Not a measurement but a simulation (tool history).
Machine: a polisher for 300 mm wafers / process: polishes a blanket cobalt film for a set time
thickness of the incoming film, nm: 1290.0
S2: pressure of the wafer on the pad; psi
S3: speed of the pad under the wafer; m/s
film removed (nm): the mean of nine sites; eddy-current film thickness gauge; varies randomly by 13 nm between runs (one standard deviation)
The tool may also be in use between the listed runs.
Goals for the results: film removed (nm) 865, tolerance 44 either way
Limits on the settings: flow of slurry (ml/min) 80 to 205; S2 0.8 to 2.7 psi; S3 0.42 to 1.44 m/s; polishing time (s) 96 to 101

{"run": 1, "hour": 0.0, "flow of slurry (ml/min)": 135, "S2": 1.7, "S3": 0.92, "polishing time (s)": 96, "film removed (nm)": 397.46}
{"run": 2, "hour": 4.8, "flow of slurry (ml/min)": 135, "S2": 1.4, "S3": 0.92, "polishing time (s)": 96, "film removed (nm)": 331.11}
{"run": 3, "hour": 12.0, "flow of slurry (ml/min)": 135, "S2": 1.4, "S3": 0.92, "polishing time (s)": 101, "film removed (nm)": 348.58}
{"run": 4, "hour": 19.2, "flow of slurry (ml/min)": 135, "S2": 1.4, "S3": 1.06, "polishing time (s)": 101, "film removed (nm)": 365.85}
{"run": 5, "hour": 25.5, "flow of slurry (ml/min)": 135, "S2": 1.7, "S3": 1.08, "polishing time (s)": 101, "film removed (nm)": 469.23}
{"hour": 34.4, "done": "worn pad replaced by a new one"}
{"run": 6, "hour": 34.4, "flow of slurry (ml/min)": 135, "S2": 1.9, "S3": 1.1, "polishing time (s)": 101, "film removed (nm)": 549.79}
{"run": 7, "hour": 36.5, "flow of slurry (ml/min)": 135, "S2": 1.9, "S3": 1.1, "polishing time (s)": 101, "film removed (nm)": 561.09}
{"run": 8, "hour": 44.7, "flow of slurry (ml/min)": 135, "S2": 2, "S3": 1.1, "polishing time (s)": 101, "film removed (nm)": 612.2}
{"run": 9, "hour": 48.1, "flow of slurry (ml/min)": 135, "S2": 2.1, "S3": 1.1, "polishing time (s)": 101, "film removed (nm)": 621.58}
{"run": 10, "hour": 49.2, "flow of slurry (ml/min)": 135, "S2": 2.2, "S3": 1.1, "polishing time (s)": 101, "film removed (nm)": 655.58}
{"run": 11, "hour": 55.5, "flow of slurry (ml/min)": 140, "S2": 2.7, "S3": 1.12, "polishing time (s)": 101, "film removed (nm)": 819.04}
{"run": 12, "hour": 62.1, "flow of slurry (ml/min)": 140, "S2": 2.7, "S3": 1.14, "polishing time (s)": 101, "film removed (nm)": 814.6}

Which single option among these 5 for the next run brings every result within its allowed miss of target? Just one does.
{"run": "A", "hour": 68.7, "flow of slurry (ml/min)": 155, "S2": 2.7, "S3": 1.42, "polishing time (s)": 100, "film removed (nm)": "?"}
{"run": "B", "hour": 68.7, "flow of slurry (ml/min)": 110, "S2": 2.7, "S3": 1.26, "polishing time (s)": 101, "film removed (nm)": "?"}
{"run": "C", "hour": 68.7, "flow of slurry (ml/min)": 120, "S2": 2.6, "S3": 1.18, "polishing time (s)": 96, "film removed (nm)": "?"}
{"run": "D", "hour": 68.7, "flow of slurry (ml/min)": 135, "S2": 2.4, "S3": 1.22, "polishing time (s)": 101, "film removed (nm)": "?"}
{"run": "E", "hour": 68.7, "flow of slurry (ml/min)": 165, "S2": 2.7, "S3": 1.32, "polishing time (s)": 101, "film removed (nm)": "?"}

move=A film_removed_(nm)=965.03
move=B film_removed_(nm)=851.25
move=C film_removed_(nm)=754.71
move=D film_removed_(nm)=764.42
move=E film_removed_(nm)=932.28
A: takes the result that was furthest off past its target
B: every result lands within tolerance
C: the biggest miss grows against the last run
D: the biggest miss grows against the last run
E: takes the result that was furthest off past its target
Answer: B
